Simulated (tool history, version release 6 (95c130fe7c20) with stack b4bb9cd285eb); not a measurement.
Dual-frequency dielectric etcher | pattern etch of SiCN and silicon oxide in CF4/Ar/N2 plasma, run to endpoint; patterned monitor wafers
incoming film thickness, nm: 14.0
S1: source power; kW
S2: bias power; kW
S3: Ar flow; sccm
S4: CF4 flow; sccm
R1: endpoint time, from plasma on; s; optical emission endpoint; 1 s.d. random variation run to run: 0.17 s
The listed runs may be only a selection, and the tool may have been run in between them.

run    day    S1     S2   S3  S4      R1
  1      0  0.51  0.052  115  59  17.529
  2  0.238  0.51  0.052  115  51  17.914
  3  0.538  0.51  0.055  115  51  17.835
  4  0.838   0.5  0.055  115  51  17.842
  5  1.158  0.49  0.055  115  51  17.978
  6  1.308  0.48  0.055  115  51  18.217

Run 7 is up next; what results do you expect?
  7  1.412  0.41  0.054  116  51   ?

R1: 21.207 s

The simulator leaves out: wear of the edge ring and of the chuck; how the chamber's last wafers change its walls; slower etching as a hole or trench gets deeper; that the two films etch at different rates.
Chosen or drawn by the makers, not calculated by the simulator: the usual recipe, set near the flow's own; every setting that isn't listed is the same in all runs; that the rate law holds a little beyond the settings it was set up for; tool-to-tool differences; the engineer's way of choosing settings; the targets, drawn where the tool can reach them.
